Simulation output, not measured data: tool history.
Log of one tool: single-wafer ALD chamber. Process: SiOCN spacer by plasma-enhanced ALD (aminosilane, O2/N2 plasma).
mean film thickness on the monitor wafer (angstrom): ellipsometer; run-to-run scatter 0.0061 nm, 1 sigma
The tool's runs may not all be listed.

run  hour  heater temperature setpoint (deg C)  number of ALD cycles (cycles)  mean film thickness on the monitor wafer (angstrom)
  1   0.0                                  420                             54                                               31.607
  2   4.5                                  420                             48                                               28.060
  3  11.6                                  420                             52                                               30.395
  4  18.1                                  430                             52                                               29.256
  5  23.7                                  424                             52                                               29.872
  6  30.9                                  424                             55                                               31.715
  7  33.2                                  428                             52                                               29.393
  8  39.9                                  432                             50                                               28.020
  9  42.5                                  435                             48                                               26.452
 10  48.3                                  437                             47                                               25.891
 11  50.5                                  439                             46                                               25.086

Predict the results of run 12:
 12  58.7                                  440                             46                                                    ?

mean film thickness on the monitor wafer (angstrom): 24.987
